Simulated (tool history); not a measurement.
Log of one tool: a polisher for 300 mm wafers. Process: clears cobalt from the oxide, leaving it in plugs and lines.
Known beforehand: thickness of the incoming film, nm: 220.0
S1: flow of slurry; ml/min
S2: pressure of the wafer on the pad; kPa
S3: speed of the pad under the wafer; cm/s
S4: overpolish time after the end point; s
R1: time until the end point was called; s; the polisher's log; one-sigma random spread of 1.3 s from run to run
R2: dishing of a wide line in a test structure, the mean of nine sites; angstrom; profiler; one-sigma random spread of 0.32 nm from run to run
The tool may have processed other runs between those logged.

Run 1, day 0: S1 215 ml/min, S2 11 kPa, S3 92 cm/s, S4 15 s. Result: R1 55.69 s, R2 487.91 angstrom.
Run 2, day 0.35: S1 215 ml/min, S2 11 kPa, S3 106 cm/s, S4 15 s. Result: R1 47.848 s, R2 506.33 angstrom.
Run 3, day 0.4: S1 245 ml/min, S2 11 kPa, S3 106 cm/s, S4 15 s. Result: R1 46.738 s, R2 533.47 angstrom.
Run 4, day 0.525: S1 220 ml/min, S2 9.7 kPa, S3 108 cm/s, S4 12 s. Result: R1 53.271 s, R2 420.14 angstrom.
Run 5, day 0.658: S1 200 ml/min, S2 8.3 kPa, S3 110 cm/s, S4 10 s. Result: R1 61.399 s, R2 331 angstrom.
Run 6, day 0.779: S1 200 ml/min, S2 8.3 kPa, S3 110 cm/s, S4 4 s. Result: R1 60.984 s, R2 146.35 angstrom.
Run 7, day 0.996: S1 200 ml/min, S2 7.6 kPa, S3 112 cm/s, S4 5 s. Result: R1 64.936 s, R2 171.41 angstrom.
Run 8, day 1.092: S1 200 ml/min, S2 6.9 kPa, S3 114 cm/s, S4 5 s. Result: R1 72.195 s, R2 163.49 angstrom.

Estimate the outcome of run 9 from the log above:
Run 9, day 1.292: S1 200 ml/min, S2 6.9 kPa, S3 116 cm/s, S4 5 s. Result: R1 ?, R2 ?.

R1: 69.357 s
R2: 162.53 angstrom
